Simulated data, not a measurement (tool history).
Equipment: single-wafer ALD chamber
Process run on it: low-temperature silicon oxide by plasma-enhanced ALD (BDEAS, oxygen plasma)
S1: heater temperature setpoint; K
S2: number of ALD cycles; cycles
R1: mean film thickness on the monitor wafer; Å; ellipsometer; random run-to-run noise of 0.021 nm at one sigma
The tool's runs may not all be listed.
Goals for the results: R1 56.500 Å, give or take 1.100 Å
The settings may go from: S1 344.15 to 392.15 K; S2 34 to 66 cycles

run	hour	S1	S2	R1
1	0.0	368.15	50	73.187
2	4.3	368.15	44	63.556
3	10.0	368.15	51	74.080
4	14.2	371.15	49	70.819
5	21.6	361.15	49	72.743
6	24.1	364.15	47	68.853
7	27.9	367.15	45	65.468
8	34.5	369.15	44	63.555
9	43.4	371.15	43	62.370
10	47.7	371.15	43	62.072
11	53.8	373.15	42	60.388
12	59.3	374.15	41	59.120
# hour 61.5: thermocouple changed; heater temperature recalibrated
13	61.5	375.15	41	58.956
14	66.2	376.15	41	58.959

Next run, 5 choices. One meets every target within its allowed miss, the rest don't. Which?
A	70.9	376.15	39	?
B	70.9	377.15	43	?
C	70.9	388.15	42	?
D	70.9	378.15	44	?
E	70.9	383.15	44	?

move	R1
A	56.097
B	61.751
C	59.256
D	63.087
E	62.582
A: in spec on every target
B: misses by more than the last run did
C: misses by more than the last run did
D: misses by more than the last run did
E: misses by more than the last run did
Move A is the one to make.

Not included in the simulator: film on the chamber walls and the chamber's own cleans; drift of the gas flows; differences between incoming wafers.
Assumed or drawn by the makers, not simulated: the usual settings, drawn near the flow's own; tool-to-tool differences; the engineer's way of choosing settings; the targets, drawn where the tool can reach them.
